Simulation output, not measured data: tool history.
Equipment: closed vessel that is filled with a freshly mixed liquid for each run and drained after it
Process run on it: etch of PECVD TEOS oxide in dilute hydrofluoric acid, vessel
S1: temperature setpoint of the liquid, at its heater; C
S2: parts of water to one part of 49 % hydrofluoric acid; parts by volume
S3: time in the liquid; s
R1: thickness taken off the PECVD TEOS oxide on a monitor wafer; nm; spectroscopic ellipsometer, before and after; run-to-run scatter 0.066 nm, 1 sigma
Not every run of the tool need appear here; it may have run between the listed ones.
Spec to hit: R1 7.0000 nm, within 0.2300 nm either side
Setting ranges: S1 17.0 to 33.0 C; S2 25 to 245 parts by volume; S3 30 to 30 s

| run | hour | S1 | S2 | S3 | R1 |
|---|---|---|---|---|---|
| 1 | 0.0 | 25.0 | 135 | 30 | 5.3822 |
| 2 | 6.3 | 23.5 | 135 | 30 | 5.0817 |
| 3 | 12.1 | 25.5 | 135 | 30 | 5.4260 |
| 4 | 15.4 | 27.5 | 135 | 30 | 5.9071 |
| 5 | 20.5 | 28.5 | 135 | 30 | 6.1662 |
| 6 | 29.0 | 28.5 | 95 | 30 | 9.1985 |
| 7 | 32.2 | 26.5 | 95 | 30 | 8.5443 |
| 8 | 34.8 | 25.0 | 95 | 30 | 8.0068 |
| 9 | 41.3 | 24.0 | 95 | 30 | 7.7289 |

Exercise: of the 4 proposed moves below, exactly one satisfies all targets within the stated allowed misses. Which move is it?
| A | 47.8 | 25.5 | 100 | 30 | ? |
| B | 47.8 | 25.0 | 115 | 30 | ? |
| C | 47.8 | 26.0 | 110 | 30 | ? |
| D | 47.8 | 24.0 | 110 | 30 | ? |

| move | R1 |
|---|---|
| A | 7.7078 |
| B | 6.4510 |
| C | 7.0543 |
| D | 6.5255 |
A: neither nearer nor further off than the last run
B: carries the result that was furthest off beyond its target, to the other side
C: all results in spec
D: carries the result that was furthest off beyond its target, to the other side
Move C is the one to make.
